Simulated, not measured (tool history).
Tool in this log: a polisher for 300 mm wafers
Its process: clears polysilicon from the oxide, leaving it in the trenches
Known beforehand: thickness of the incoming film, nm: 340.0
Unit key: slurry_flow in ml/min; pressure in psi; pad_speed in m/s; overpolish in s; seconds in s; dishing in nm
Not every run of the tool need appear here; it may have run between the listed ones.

{"run": 1, "hour": 0.0, "slurry_flow": 215, "pressure": 2.3, "pad_speed": 0.84, "overpolish": 29, "seconds": 43.953, "dishing": 38.639}
{"run": 2, "hour": 4.6, "slurry_flow": 215, "pressure": 2.2, "pad_speed": 0.8, "overpolish": 28, "seconds": 47.666, "dishing": 41.342}
{"run": 3, "hour": 9.6, "slurry_flow": 205, "pressure": 2.1, "pad_speed": 0.76, "overpolish": 31, "seconds": 52.499, "dishing": 39.45}
{"run": 4, "hour": 11.6, "slurry_flow": 175, "pressure": 2.1, "pad_speed": 0.76, "overpolish": 31, "seconds": 54.68, "dishing": 42.599}
{"run": 5, "hour": 15.2, "slurry_flow": 185, "pressure": 2, "pad_speed": 0.72, "overpolish": 34, "seconds": 59.314, "dishing": 42.982}
{"run": 6, "hour": 23.7, "slurry_flow": 195, "pressure": 1.9, "pad_speed": 0.68, "overpolish": 31, "seconds": 66.563, "dishing": 39.582}
{"run": 7, "hour": 30.9, "slurry_flow": 195, "pressure": 1.8, "pad_speed": 0.66, "overpolish": 31, "seconds": 70.595, "dishing": 39.676}
{"run": 8, "hour": 39.2, "slurry_flow": 180, "pressure": 1.2, "pad_speed": 0.42, "overpolish": 17, "seconds": 161.34, "dishing": 27.06}
{"run": 9, "hour": 41.7, "slurry_flow": 175, "pressure": 1.2, "pad_speed": 0.42, "overpolish": 19, "seconds": 165.28, "dishing": 26.824}
{"run": 10, "hour": 42.6, "slurry_flow": 180, "pressure": 1.2, "pad_speed": 0.42, "overpolish": 22, "seconds": 164.88, "dishing": 30.414}
{"run": 11, "hour": 44.6, "slurry_flow": 180, "pressure": 1.2, "pad_speed": 0.42, "overpolish": 22, "seconds": 161.65, "dishing": 29.832}
{"run": 12, "hour": 52.6, "slurry_flow": 185, "pressure": 1.2, "pad_speed": 0.42, "overpolish": 23, "seconds": 160.75, "dishing": 30.048}
{"run": 13, "hour": 60.4, "slurry_flow": 190, "pressure": 1.2, "pad_speed": 0.42, "overpolish": 24, "seconds": 160.85, "dishing": 30.1}
{"run": 14, "hour": 66.2, "slurry_flow": 190, "pressure": 1.2, "pad_speed": 0.42, "overpolish": 25, "seconds": 161.5, "dishing": 31.463}
{"run": 15, "hour": 70.4, "slurry_flow": 190, "pressure": 1.2, "pad_speed": 0.42, "overpolish": 26, "seconds": 162.99, "dishing": 31.405}
{"run": 16, "hour": 76.2, "slurry_flow": 190, "pressure": 1.2, "pad_speed": 0.42, "overpolish": 27, "seconds": 157.51, "dishing": 30.867}

Predict the results of run 17:
{"run": 17, "hour": 78.4, "slurry_flow": 190, "pressure": 1.2, "pad_speed": 0.42, "overpolish": 28, "seconds": "?", "dishing": "?"}

Run 17 yielded seconds 162.12 s, dishing 32.971 nm.
